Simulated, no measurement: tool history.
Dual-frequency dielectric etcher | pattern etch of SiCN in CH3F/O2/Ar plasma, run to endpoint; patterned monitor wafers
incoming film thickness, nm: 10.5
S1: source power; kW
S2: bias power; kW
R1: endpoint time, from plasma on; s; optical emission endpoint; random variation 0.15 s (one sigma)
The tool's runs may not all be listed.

run	day	S1	S2	R1
1	0	0.35	0.074	27.176
2	0.296	0.35	0.085	25.431
3	0.542	0.37	0.086	24.998
4	0.638	0.32	0.086	26.621
5	0.704	0.34	0.087	25.224
6	0.804	0.34	0.078	27.14
7	1.162	0.34	0.078	26.788
8	1.379	0.36	0.079	26.158
9	1.492	0.38	0.08	25.483
10	1.604	0.38	0.08	25.298

Forecast run 11:
11	1.738	0.39	0.081	?

R1: 24.948 s
